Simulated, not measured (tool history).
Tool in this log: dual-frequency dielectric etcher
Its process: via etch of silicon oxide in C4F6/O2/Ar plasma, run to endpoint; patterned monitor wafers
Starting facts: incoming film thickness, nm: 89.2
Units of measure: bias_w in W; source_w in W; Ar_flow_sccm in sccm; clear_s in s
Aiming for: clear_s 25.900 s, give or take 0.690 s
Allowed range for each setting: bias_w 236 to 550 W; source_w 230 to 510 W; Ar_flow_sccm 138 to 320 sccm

run,hour,bias_w,source_w,Ar_flow_sccm,clear_s
1,0.0,393,370,229,21.165
2,0.9,367,370,229,21.521
3,5.9,300,370,229,22.818
4,9.1,279,350,233,23.799
5,17.1,279,400,233,22.269
6,26.1,264,370,237,23.753
7,30.8,255,350,240,24.250
8,33.5,248,340,242,24.744

Pick the move, out of 5, that brings all results within their allowed miss; only one does.
A,36.2,299,350,270,?
B,36.2,236,360,246,?
C,36.2,236,380,284,?
D,36.2,236,300,223,?
E,36.2,236,370,233,?

move,clear_s
A,23.407
B,24.288
C,24.137
D,25.894
E,23.875
A: moves away from the targets compared with the last run
B: moves away from the targets compared with the last run
C: moves away from the targets compared with the last run
D: all results land within tolerance of their targets
E: moves away from the targets compared with the last run
D is the move that brings every result within its allowed miss.
